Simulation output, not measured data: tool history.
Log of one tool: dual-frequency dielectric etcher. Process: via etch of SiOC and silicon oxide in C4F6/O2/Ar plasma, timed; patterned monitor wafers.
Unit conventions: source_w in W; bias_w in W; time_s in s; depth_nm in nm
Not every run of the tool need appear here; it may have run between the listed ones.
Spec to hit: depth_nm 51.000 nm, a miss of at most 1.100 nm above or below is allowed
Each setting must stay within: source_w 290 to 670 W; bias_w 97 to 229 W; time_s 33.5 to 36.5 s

| run | hour | source_w | bias_w | time_s | depth_nm |
|---|---|---|---|---|---|
| 1 | 0.0 | 480 | 163 | 36.5 | 45.167 |
| 2 | 6.1 | 480 | 163 | 33.5 | 42.139 |
| 3 | 12.3 | 480 | 163 | 33.5 | 42.190 |
| 4 | 15.5 | 400 | 163 | 33.5 | 39.483 |
| 5 | 24.2 | 430 | 163 | 33.5 | 40.217 |
| 6 | 26.8 | 430 | 187 | 33.5 | 41.318 |
| 7 | 31.8 | 500 | 194 | 34.0 | 44.602 |
| 8 | 34.6 | 540 | 199 | 34.0 | 46.422 |
| 9 | 38.6 | 570 | 202 | 34.0 | 47.319 |
| 10 | 45.3 | 600 | 205 | 34.0 | 48.062 |
| 11 | 52.2 | 620 | 209 | 34.5 | 49.866 |

Which single option among these 5 for the next run brings every result within its allowed miss of target? Just one does.
| A | 59.1 | 580 | 204 | 35.0 | ? |
| B | 59.1 | 590 | 206 | 35.0 | ? |
| C | 59.1 | 530 | 193 | 36.0 | ? |
| D | 59.1 | 580 | 207 | 34.0 | ? |
| E | 59.1 | 670 | 201 | 34.5 | ? |

| move | depth_nm |
|---|---|
| A | 48.937 |
| B | 49.342 |
| C | 48.164 |
| D | 47.689 |
| E | 50.657 |
A: the biggest miss grows against the last run
B: the biggest miss grows against the last run
C: the biggest miss grows against the last run
D: the biggest miss grows against the last run
E: meets every target
The move that meets every target is E.
